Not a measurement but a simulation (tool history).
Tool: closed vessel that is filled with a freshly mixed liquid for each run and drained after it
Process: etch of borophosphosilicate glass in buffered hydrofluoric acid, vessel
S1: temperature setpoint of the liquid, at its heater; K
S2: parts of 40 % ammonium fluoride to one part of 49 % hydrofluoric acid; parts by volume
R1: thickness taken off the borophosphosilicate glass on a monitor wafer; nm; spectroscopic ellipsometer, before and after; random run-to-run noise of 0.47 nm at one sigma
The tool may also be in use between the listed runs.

run 1 hour=0 | S1=296.15 S2=15 time_in_the_liquid_(s)=35 | R1=46.281
run 2 hour=6.5 | S1=298.65 S2=13 time_in_the_liquid_(s)=35 | R1=61.316
run 3 hour=10.9 | S1=298.65 S2=15.5 time_in_the_liquid_(s)=35 | R1=51.141
run 4 hour=15 | S1=301.65 S2=15.5 time_in_the_liquid_(s)=35 | R1=60.083
run 5 hour=22.7 | S1=301.65 S2=15.5 time_in_the_liquid_(s)=30 | R1=51.163
run 6 hour=24.7 | S1=301.65 S2=15.5 time_in_the_liquid_(s)=35 | R1=59.822

For run 7, what comes out?
run 7 hour=30.7 | S1=302.15 S2=13.5 time_in_the_liquid_(s)=35 | R1=?

R1: 70.494 nm
